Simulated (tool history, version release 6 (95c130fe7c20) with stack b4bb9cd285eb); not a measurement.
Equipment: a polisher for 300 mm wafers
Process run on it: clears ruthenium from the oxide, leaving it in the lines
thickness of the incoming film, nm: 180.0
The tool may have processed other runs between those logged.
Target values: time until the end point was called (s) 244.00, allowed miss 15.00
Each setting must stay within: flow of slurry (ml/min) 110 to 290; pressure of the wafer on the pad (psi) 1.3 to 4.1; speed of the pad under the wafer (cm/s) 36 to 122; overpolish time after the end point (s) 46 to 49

run  hour  flow of slurry (ml/min)  pressure of the wafer on the pad (psi)  speed of the pad under the wafer (cm/s)  overpolish time after the end point (s)  time until the end point was called (s)
  1   0.0                      185                                     2.7                                       78                                       46                                   161.13
  2   3.9                      185                                     2.4                                       76                                       46                                   186.15
  3   6.5                      185                                     2.6                                       76                                       46                                   170.07
  4  12.5                      185                                     2.6                                       96                                       46                                   145.43
  5  16.2                      150                                     2.6                                       96                                       46                                   151.57
  6  19.8                      150                                     2.6                                       96                                       46                                   149.41
  7  21.4                      150                                     2.3                                       94                                       46                                   161.48
  8  22.4                      150                                     2.1                                       88                                       46                                   183.19
  9  24.4                      150                                     1.9                                       86                                       46                                   193.96
 10  28.8                      150                                     1.8                                       84                                       46                                   208.88
 11  31.9                      150                                     1.7                                       84                                       46                                   216.94
 12  32.7                      150                                     1.6                                       84                                       46                                   225.53

Consider the 5 candidate settings below. Which is the only one whose results all fall within their allowed miss of target?
  A  33.5                      125                                     2.1                                       76                                       46                                        ?
  B  33.5                      110                                     1.8                                       76                                       46                                        ?
  C  33.5                      160                                     2.1                                       76                                       46                                        ?
  D  33.5                      185                                     1.5                                       94                                       46                                        ?
  E  33.5                      145                                     1.6                                       88                                       46                                        ?

move  time until the end point was called (s)
   A                                   217.22
   B                                   246.03
   C                                   206.00
   D                                   202.38
   E                                   216.44
A: the biggest miss grows against the last run
B: all results in spec
C: the biggest miss grows against the last run
D: the biggest miss grows against the last run
E: the biggest miss grows against the last run
B meets every target.
